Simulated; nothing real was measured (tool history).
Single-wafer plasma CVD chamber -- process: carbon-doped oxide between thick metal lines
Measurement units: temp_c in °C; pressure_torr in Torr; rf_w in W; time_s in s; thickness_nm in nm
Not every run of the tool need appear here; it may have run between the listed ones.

run    day  temp_c  pressure_torr  rf_w  time_s  thickness_nm
  1  0.000     370           4.24   455     302       1305.00
  2  0.146     370           3.67   455     302       1273.30
  3  0.417     370           3.67   455     311       1307.30
  4  0.554     371           3.47   430     310       1236.60
  5  0.917     372           3.30   415     310       1189.00
  6  0.946     363           3.30   415     310       1219.20
  7  0.996     365           3.16   400     310       1173.50
  8  1.096     367           3.05   390     310       1140.30
  9  1.221     369           2.96   380     310       1110.60
 10  1.425     371           2.88   375     310       1082.30
 11  1.454     373           2.82   375     310       1082.60
 12  1.804     374           2.58   320     308        939.79
 13  2.067     372           2.67   320     308        946.77

Predict the results of run 14:
 14  2.379     371           2.76   320     308             ?

thickness_nm: 952.52 nm
